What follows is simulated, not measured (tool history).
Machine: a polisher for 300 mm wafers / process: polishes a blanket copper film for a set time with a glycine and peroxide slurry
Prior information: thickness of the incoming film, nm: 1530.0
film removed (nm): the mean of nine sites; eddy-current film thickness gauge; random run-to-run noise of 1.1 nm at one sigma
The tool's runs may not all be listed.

| run | hour | flow of slurry (ml/min) | pressure of the wafer on the pad (kPa) | speed of the pad under the wafer (cm/s) | polishing time (s) | film removed (nm) |
|---|---|---|---|---|---|---|
| 1 | 0 | 155 | 15.9 | 80 | 36 | 109.4 |
| 2 | 6 | 155 | 15.9 | 80 | 32 | 96.714 |
| 3 | 13.5 | 190 | 15.9 | 80 | 32 | 99.157 |
| 4 | 16.7 | 215 | 15.9 | 80 | 32 | 100.56 |
| 5 | 17.8 | 215 | 19.3 | 80 | 32 | 111.79 |
| 6 | 20.2 | 215 | 20.7 | 84 | 32 | 120.33 |
| 7 | 24.8 | 215 | 22.1 | 88 | 32 | 130.06 |

Run 8, settings as shown, results not yet in. Your forecast:
| 8 | 30 | 230 | 24.8 | 92 | 32 | ? |

Run 8 measured film removed (nm) 145.7.

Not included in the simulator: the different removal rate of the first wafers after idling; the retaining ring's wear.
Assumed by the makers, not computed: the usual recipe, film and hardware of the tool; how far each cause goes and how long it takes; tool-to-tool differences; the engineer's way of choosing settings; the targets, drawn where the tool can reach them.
